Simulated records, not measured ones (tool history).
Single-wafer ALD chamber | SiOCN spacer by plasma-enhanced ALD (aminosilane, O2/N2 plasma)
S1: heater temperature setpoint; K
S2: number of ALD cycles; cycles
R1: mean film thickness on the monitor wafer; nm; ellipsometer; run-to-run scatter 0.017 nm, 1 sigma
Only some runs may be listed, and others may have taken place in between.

run 1 hour=0 | S1=693.15 S2=105 | R1=5.9556
run 2 hour=1.3 | S1=693.15 S2=94 | R1=5.3194
run 3 hour=6 | S1=698.15 S2=94 | R1=5.2253
run 4 hour=6.8 | S1=698.15 S2=108 | R1=6.0415
run 5 hour=13.1 | S1=698.15 S2=96 | R1=5.3376
run 6 hour=17.1 | S1=695.15 S2=98 | R1=5.5198

Estimate the outcome of run 7 from the log above:
run 7 hour=26 | S1=692.15 S2=100 | R1=?

{"run 7": {"R1": 5.6987}}

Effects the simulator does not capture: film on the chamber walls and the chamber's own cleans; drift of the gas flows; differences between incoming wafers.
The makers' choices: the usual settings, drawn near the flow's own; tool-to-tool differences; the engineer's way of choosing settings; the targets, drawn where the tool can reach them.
